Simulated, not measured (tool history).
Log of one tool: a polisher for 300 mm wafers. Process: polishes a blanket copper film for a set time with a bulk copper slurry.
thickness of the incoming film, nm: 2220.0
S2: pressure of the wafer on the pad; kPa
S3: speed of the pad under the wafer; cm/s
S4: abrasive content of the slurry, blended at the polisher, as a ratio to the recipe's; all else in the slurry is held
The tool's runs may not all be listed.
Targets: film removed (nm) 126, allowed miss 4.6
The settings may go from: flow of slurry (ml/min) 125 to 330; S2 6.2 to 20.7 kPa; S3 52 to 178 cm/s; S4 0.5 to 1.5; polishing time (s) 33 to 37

run 1 day=0 | flow_of_slurry_(ml/min)=210 S2=13.1 S3=114 S4=1 polishing_time_(s)=37 | film_removed_(nm)=223.68
run 2 day=0.075 | flow_of_slurry_(ml/min)=210 S2=11.7 S3=112 S4=1 polishing_time_(s)=37 | film_removed_(nm)=197.1
run 3 day=0.383 | flow_of_slurry_(ml/min)=210 S2=10.3 S3=112 S4=1 polishing_time_(s)=37 | film_removed_(nm)=182.07
run 4 day=0.425 | flow_of_slurry_(ml/min)=210 S2=10.3 S3=112 S4=1 polishing_time_(s)=33 | film_removed_(nm)=161.18
run 5 day=0.483 | flow_of_slurry_(ml/min)=190 S2=10.3 S3=112 S4=1 polishing_time_(s)=33 | film_removed_(nm)=158.2
run 6 day=0.617 | flow_of_slurry_(ml/min)=180 S2=9.7 S3=112 S4=1 polishing_time_(s)=33 | film_removed_(nm)=150.4
run 7 day=0.954 | flow_of_slurry_(ml/min)=175 S2=9 S3=112 S4=1 polishing_time_(s)=33 | film_removed_(nm)=138.04
run 8 day=1.096 | flow_of_slurry_(ml/min)=170 S2=9 S3=112 S4=1 polishing_time_(s)=33 | film_removed_(nm)=140.87
run 9 day=1.2 | flow_of_slurry_(ml/min)=165 S2=9 S3=112 S4=1 polishing_time_(s)=33 | film_removed_(nm)=138.93
run 10 day=1.525 | flow_of_slurry_(ml/min)=160 S2=9 S3=112 S4=1 polishing_time_(s)=33 | film_removed_(nm)=139.07
run 11 day=1.817 | flow_of_slurry_(ml/min)=155 S2=8.3 S3=112 S4=1 polishing_time_(s)=33 | film_removed_(nm)=131.96

Which of these 5 next moves meets every target?
run A day=2.108 | flow_of_slurry_(ml/min)=145 S2=9 S3=106 S4=1.05 polishing_time_(s)=34 | film_removed_(nm)=?
run B day=2.108 | flow_of_slurry_(ml/min)=125 S2=6.9 S3=126 S4=1.15 polishing_time_(s)=33 | film_removed_(nm)=?
run C day=2.108 | flow_of_slurry_(ml/min)=140 S2=9 S3=102 S4=1.25 polishing_time_(s)=35 | film_removed_(nm)=?
run D day=2.108 | flow_of_slurry_(ml/min)=130 S2=8.3 S3=112 S4=0.95 polishing_time_(s)=36 | film_removed_(nm)=?
run E day=2.108 | flow_of_slurry_(ml/min)=155 S2=8.3 S3=116 S4=1 polishing_time_(s)=34 | film_removed_(nm)=?

move=A film_removed_(nm)=141.02
move=B film_removed_(nm)=127.82
move=C film_removed_(nm)=148.28
move=D film_removed_(nm)=139.26
move=E film_removed_(nm)=140.38
A: further off than the last run
B: meets every target
C: further off than the last run
D: further off than the last run
E: further off than the last run
The right move is B.
